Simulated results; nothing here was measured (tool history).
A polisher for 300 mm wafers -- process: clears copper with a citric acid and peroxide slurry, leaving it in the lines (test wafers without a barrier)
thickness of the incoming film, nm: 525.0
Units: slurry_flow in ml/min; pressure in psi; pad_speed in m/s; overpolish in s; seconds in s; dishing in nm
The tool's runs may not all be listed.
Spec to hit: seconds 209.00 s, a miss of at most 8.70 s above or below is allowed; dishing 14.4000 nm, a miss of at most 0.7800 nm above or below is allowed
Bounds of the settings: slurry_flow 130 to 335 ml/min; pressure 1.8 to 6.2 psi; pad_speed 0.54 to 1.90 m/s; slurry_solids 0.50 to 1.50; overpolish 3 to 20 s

run  hour  slurry_flow  pressure  pad_speed  slurry_solids  overpolish  seconds  dishing
  1   0.0          215       4.0       1.22           1.00          10   169.12  23.5310
  2   2.6          215       3.8       1.22           1.00           9   177.34  20.4280
  3   3.7          215       3.8       1.06           1.00           9   204.50  18.6140
  4   8.7          215       3.8       1.06           1.10           9   198.65  18.7370
  5  17.5          215       3.7       1.06           1.10           8   203.53  16.7050
  6  21.0          215       3.7       1.06           1.10           4   201.74   8.8963
  7  23.8          215       3.7       1.06           1.10           5   205.65  10.3610
  8  32.3          215       3.7       1.06           1.10           6   205.64  12.5700

Exercise: of the 5 proposed moves below, exactly one satisfies all targets within the stated allowed misses. Which move is it?
  A  40.8          205       3.8       1.06           1.10           5        ?        ?
  B  40.8          200       3.6       1.08           1.15           5        ?        ?
  C  40.8          230       3.6       1.04           1.15           6        ?        ?
  D  40.8          160       3.8       0.98           1.05           9        ?        ?
  E  40.8          225       3.7       1.04           1.00           7        ?        ?

move  seconds  dishing
   A   203.39  10.9790
   B   208.72  10.7070
   C   212.46  12.5140
   D   231.21  16.8940
   E   215.39  14.2810
A: the biggest miss grows against the last run
B: the biggest miss grows against the last run
C: no nearer and no further than the last run
D: moves the result that the last run missed by most past its target, out the other side
E: hits every target within its allowed miss
Correct choice: E, which meets every target
